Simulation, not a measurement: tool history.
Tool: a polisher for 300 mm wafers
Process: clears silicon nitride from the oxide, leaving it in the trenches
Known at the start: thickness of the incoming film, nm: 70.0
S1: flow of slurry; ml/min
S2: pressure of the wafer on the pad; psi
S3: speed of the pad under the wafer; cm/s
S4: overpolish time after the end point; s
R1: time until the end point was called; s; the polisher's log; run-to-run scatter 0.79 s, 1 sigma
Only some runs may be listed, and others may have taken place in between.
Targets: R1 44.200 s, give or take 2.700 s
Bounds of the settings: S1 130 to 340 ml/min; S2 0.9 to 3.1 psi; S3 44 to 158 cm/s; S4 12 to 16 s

| run | day | S1 | S2 | S3 | S4 | R1 |
|---|---|---|---|---|---|---|
| 1 | 0.000 | 220 | 2.0 | 100 | 16 | 92.180 |
| 2 | 0.362 | 220 | 2.5 | 100 | 16 | 78.550 |
| 3 | 0.608 | 260 | 2.5 | 100 | 16 | 73.425 |
| 4 | 0.796 | 260 | 2.0 | 100 | 16 | 86.528 |
| 5 | 0.888 | 260 | 2.0 | 100 | 16 | 88.933 |
| 6 | 1.083 | 280 | 2.0 | 100 | 16 | 85.547 |
| 7 | 1.250 | 285 | 2.2 | 106 | 16 | 77.085 |
| 8 | 1.554 | 290 | 2.4 | 114 | 16 | 64.908 |
| 9 | 1.583 | 290 | 2.5 | 118 | 16 | 62.691 |
| 10 | 1.917 | 295 | 2.6 | 122 | 16 | 59.727 |
| 11 | 2.071 | 300 | 2.7 | 126 | 16 | 54.512 |
| 12 | 2.204 | 300 | 2.8 | 128 | 16 | 52.720 |
| 13 | 2.479 | 300 | 2.9 | 130 | 16 | 49.718 |
| 14 | 2.725 | 300 | 2.9 | 132 | 16 | 49.881 |
| 15 | 2.775 | 300 | 2.9 | 134 | 16 | 48.434 |

Below are 4 possible settings for the next run. Only one of them brings all results inside the allowed miss of their targets. Which is it?
| A | 2.825 | 325 | 3.1 | 116 | 16 | ? |
| B | 2.825 | 300 | 3.0 | 140 | 16 | ? |
| C | 2.825 | 290 | 2.9 | 128 | 16 | ? |
| D | 2.825 | 270 | 2.8 | 134 | 12 | ? |

| move | R1 |
|---|---|
| A | 52.214 |
| B | 45.156 |
| C | 50.976 |
| D | 50.710 |
A: lands further from the targets than the last run did
B: every result lands within tolerance
C: lands further from the targets than the last run did
D: lands further from the targets than the last run did
The right move is B.

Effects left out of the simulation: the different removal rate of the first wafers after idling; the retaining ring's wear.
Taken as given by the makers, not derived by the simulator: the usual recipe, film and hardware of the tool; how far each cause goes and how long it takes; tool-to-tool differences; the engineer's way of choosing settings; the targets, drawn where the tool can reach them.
